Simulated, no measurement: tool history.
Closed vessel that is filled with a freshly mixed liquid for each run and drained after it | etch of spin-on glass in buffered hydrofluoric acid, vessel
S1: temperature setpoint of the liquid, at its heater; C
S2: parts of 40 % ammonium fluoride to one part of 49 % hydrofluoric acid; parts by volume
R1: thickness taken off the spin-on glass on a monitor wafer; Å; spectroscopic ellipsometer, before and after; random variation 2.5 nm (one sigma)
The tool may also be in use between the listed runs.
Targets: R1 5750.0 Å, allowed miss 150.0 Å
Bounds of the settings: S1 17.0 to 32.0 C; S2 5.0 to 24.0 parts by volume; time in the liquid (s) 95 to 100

{"run": 1, "hour": 0.0, "S1": 25.0, "S2": 14.5, "time in the liquid (s)": 95, "R1": 2244.0}
{"run": 2, "hour": 4.6, "S1": 26.5, "S2": 14.5, "time in the liquid (s)": 95, "R1": 2437.2}
{"run": 3, "hour": 8.6, "S1": 24.5, "S2": 14.5, "time in the liquid (s)": 95, "R1": 2179.6}
{"run": 4, "hour": 11.2, "S1": 25.5, "S2": 13.5, "time in the liquid (s)": 95, "R1": 2480.3}
{"run": 5, "hour": 14.5, "S1": 26.5, "S2": 12.5, "time in the liquid (s)": 95, "R1": 2807.9}
{"run": 6, "hour": 19.3, "S1": 29.5, "S2": 12.5, "time in the liquid (s)": 95, "R1": 3284.8}
{"run": 7, "hour": 28.6, "S1": 30.0, "S2": 11.5, "time in the liquid (s)": 95, "R1": 3670.0}
{"run": 8, "hour": 35.9, "S1": 30.5, "S2": 11.0, "time in the liquid (s)": 95, "R1": 3950.4}
{"run": 9, "hour": 43.6, "S1": 30.5, "S2": 10.5, "time in the liquid (s)": 95, "R1": 4121.2}
{"run": 10, "hour": 52.0, "S1": 30.5, "S2": 10.0, "time in the liquid (s)": 95, "R1": 4315.0}
{"run": 11, "hour": 59.2, "S1": 30.5, "S2": 9.5, "time in the liquid (s)": 95, "R1": 4481.0}
{"run": 12, "hour": 63.3, "S1": 30.5, "S2": 9.5, "time in the liquid (s)": 95, "R1": 4430.5}
{"run": 13, "hour": 66.9, "S1": 30.5, "S2": 9.0, "time in the liquid (s)": 95, "R1": 4657.2}
{"run": 14, "hour": 75.0, "S1": 32.0, "S2": 7.0, "time in the liquid (s)": 95, "R1": 6576.0}
{"run": 15, "hour": 78.4, "S1": 31.5, "S2": 7.0, "time in the liquid (s)": 95, "R1": 6374.4}

5 next moves are on the table. One of them brings every result within its allowed miss. Which?
{"run": "A", "hour": 81.8, "S1": 28.5, "S2": 6.0, "time in the liquid (s)": 95, "R1": "?"}
{"run": "B", "hour": 81.8, "S1": 27.0, "S2": 6.0, "time in the liquid (s)": 100, "R1": "?"}
{"run": "C", "hour": 81.8, "S1": 30.0, "S2": 6.0, "time in the liquid (s)": 95, "R1": "?"}
{"run": "D", "hour": 81.8, "S1": 32.0, "S2": 7.0, "time in the liquid (s)": 95, "R1": "?"}
{"run": "E", "hour": 81.8, "S1": 30.0, "S2": 7.5, "time in the liquid (s)": 100, "R1": "?"}

move=A R1=6179.4
move=B R1=6006.7
move=C R1=6686.3
move=D R1=6493.1
move=E R1=5718.2
A: nearer than the last run, and not there yet
B: nearer than the last run, and not there yet
C: further off than the last run
D: further off than the last run
E: meets every target
Answer: E
